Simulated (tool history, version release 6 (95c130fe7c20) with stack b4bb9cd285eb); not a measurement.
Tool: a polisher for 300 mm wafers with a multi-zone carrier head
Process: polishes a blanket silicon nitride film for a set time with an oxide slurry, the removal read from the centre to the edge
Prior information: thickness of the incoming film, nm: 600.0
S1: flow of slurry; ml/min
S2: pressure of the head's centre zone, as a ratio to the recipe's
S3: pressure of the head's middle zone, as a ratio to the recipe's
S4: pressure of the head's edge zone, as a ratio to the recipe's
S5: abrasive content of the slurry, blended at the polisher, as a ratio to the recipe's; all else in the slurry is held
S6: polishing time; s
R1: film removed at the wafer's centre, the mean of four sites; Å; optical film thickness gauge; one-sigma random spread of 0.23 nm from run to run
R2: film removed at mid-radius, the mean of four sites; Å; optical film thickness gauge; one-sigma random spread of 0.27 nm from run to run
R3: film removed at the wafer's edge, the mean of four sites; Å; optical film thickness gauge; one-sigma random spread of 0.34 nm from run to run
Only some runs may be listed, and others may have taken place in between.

Run 1, hour 0: S1 210 ml/min, S2 1, S3 1, S4 1, S5 1, S6 51 s. Result: R1 213.7 Å, R2 235.86 Å, R3 236.78 Å.
Run 2, hour 4.6: S1 210 ml/min, S2 1.03, S3 1, S4 1, S5 1, S6 51 s. Result: R1 218.1 Å, R2 236.26 Å, R3 235.67 Å.
Run 3, hour 9.7: S1 210 ml/min, S2 1.03, S3 0.96, S4 1, S5 1, S6 51 s. Result: R1 218.26 Å, R2 229.54 Å, R3 243.76 Å.
Run 4, hour 15: S1 210 ml/min, S2 1.03, S3 0.88, S4 1, S5 1, S6 51 s. Result: R1 219.02 Å, R2 210.66 Å, R3 237.68 Å.
Run 5, hour 15.6: S1 210 ml/min, S2 1.03, S3 0.88, S4 1, S5 1, S6 38 s. Result: R1 161.13 Å, R2 159.08 Å, R3 178.71 Å.
Run 6, hour 17.1: S1 210 ml/min, S2 1.03, S3 0.94, S4 1, S5 1, S6 38 s. Result: R1 163.22 Å, R2 166.02 Å, R3 175.85 Å.
Run 7, hour 22.2: S1 230 ml/min, S2 1.07, S3 0.97, S4 1.01, S5 1.15, S6 41 s. Result: R1 194.81 Å, R2 198.59 Å, R3 203.98 Å.
Run 8, hour 31.1: S1 245 ml/min, S2 1.1, S3 0.98, S4 1, S5 1.25, S6 44 s. Result: R1 228.64 Å, R2 223.69 Å, R3 228.51 Å.
Run 9, hour 39.9: S1 255 ml/min, S2 1.13, S3 1, S4 1.01, S5 1.3, S6 46 s. Result: R1 250.78 Å, R2 242.05 Å, R3 245.18 Å.

The next listed run, before its measurement:
Run 10, hour 41.4: S1 255 ml/min, S2 1.13, S3 1, S4 1.01, S5 1.3, S6 46 s. Result: R1 ?, R2 ?, R3 ?.

{"run 10": {"R1": 249.94, "R2": 242.52, "R3": 245.43}}

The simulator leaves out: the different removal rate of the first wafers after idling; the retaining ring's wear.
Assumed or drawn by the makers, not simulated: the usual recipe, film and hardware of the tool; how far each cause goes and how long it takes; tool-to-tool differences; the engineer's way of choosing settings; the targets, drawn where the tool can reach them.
